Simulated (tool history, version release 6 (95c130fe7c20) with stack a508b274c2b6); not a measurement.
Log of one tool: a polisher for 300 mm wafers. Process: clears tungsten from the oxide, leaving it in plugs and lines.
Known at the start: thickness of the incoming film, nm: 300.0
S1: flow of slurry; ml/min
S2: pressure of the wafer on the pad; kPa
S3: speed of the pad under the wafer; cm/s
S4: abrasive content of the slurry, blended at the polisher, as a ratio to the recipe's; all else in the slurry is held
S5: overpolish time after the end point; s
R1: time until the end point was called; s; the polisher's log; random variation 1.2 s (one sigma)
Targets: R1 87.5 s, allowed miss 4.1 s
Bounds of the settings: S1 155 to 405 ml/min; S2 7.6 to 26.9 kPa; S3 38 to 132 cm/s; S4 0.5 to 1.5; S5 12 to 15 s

run	hour	S1	S2	S3	S4	S5	R1
1	0	260	17.2	84	1	15	129.34
2	0.7	260	19.3	84	1	15	121.5
3	8.1	260	19.3	84	1	12	117.98
4	8.7	260	15.2	84	1	12	139.37
5	15.3	260	15.2	84	0.85	12	143.56
6	22	235	15.2	84	0.85	12	147.22
7	30.4	235	15.2	84	0.85	12	147.62
8	33.7	235	15.2	84	0.85	12	142.18
9	36.3	235	18.6	86	0.85	12	123.75
10	45.2	235	21.4	88	0.85	12	113.32
# hour 50.7: slurry nozzle cleaned
11	50.7	235	23.4	90	0.85	12	98.431
12	53.9	235	24.1	90	0.85	12	96.733
13	57.2	235	24.8	90	0.85	12	95.064
14	61	235	24.8	90	0.85	12	93.702
15	61.7	235	25.5	90	0.85	12	92.373

Which of these 4 next moves meets every target?
A	62.4	185	26.2	86	0.85	12	?
B	62.4	235	26.2	80	1.1	12	?
C	62.4	255	26.9	100	0.55	12	?
D	62.4	210	26.9	96	1.05	12	?

move	R1
A	99.033
B	97.205
C	88.502
D	81.931
A: further off than the last run
B: further off than the last run
C: meets every target
D: takes the result that was furthest off past its target
Answer: C
